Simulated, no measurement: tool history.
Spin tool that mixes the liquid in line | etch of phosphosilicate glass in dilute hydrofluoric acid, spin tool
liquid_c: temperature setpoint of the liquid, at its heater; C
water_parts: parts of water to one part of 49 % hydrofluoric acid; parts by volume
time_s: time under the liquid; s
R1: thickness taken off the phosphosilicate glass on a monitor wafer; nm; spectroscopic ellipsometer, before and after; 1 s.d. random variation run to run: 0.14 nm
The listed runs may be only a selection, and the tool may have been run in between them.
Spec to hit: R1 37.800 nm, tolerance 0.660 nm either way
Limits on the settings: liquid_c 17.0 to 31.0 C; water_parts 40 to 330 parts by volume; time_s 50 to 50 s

{"run": 1, "day": 0.0, "liquid_c": 23.0, "water_parts": 185, "time_s": 50, "R1": 42.844}
{"run": 2, "day": 0.033, "liquid_c": 23.0, "water_parts": 185, "time_s": 50, "R1": 42.935}
{"run": 3, "day": 0.067, "liquid_c": 23.0, "water_parts": 125, "time_s": 50, "R1": 67.486}
{"run": 4, "day": 0.271, "liquid_c": 21.5, "water_parts": 140, "time_s": 50, "R1": 55.959}
{"run": 5, "day": 0.638, "liquid_c": 20.5, "water_parts": 145, "time_s": 50, "R1": 51.576}
{"run": 6, "day": 0.938, "liquid_c": 20.5, "water_parts": 170, "time_s": 50, "R1": 42.966}
{"run": 7, "day": 1.304, "liquid_c": 20.5, "water_parts": 170, "time_s": 50, "R1": 42.935}
{"run": 8, "day": 1.646, "liquid_c": 19.5, "water_parts": 170, "time_s": 50, "R1": 41.193}
{"run": 9, "day": 1.679, "liquid_c": 19.0, "water_parts": 170, "time_s": 50, "R1": 40.408}
{"run": 10, "day": 2.021, "liquid_c": 18.5, "water_parts": 170, "time_s": 50, "R1": 40.009}
{"run": 11, "day": 2.238, "liquid_c": 18.0, "water_parts": 170, "time_s": 50, "R1": 38.584}

Below are 4 possible settings for the next run. Only one of them brings all results inside the allowed miss of their targets. Which is it?
{"run": "A", "day": 2.454, "liquid_c": 17.5, "water_parts": 170, "time_s": 50, "R1": "?"}
{"run": "B", "day": 2.454, "liquid_c": 19.0, "water_parts": 190, "time_s": 50, "R1": "?"}
{"run": "C", "day": 2.454, "liquid_c": 17.0, "water_parts": 160, "time_s": 50, "R1": "?"}
{"run": "D", "day": 2.454, "liquid_c": 18.0, "water_parts": 165, "time_s": 50, "R1": "?"}

move=A R1=38.108
move=B R1=35.504
move=C R1=40.059
move=D R1=40.256
A: all results in spec
B: the result that was furthest off in the last run now lies on the other side of its target
C: its largest miss is bigger than the last run's
D: its largest miss is bigger than the last run's
So the answer is move A, the one that meets all the targets.
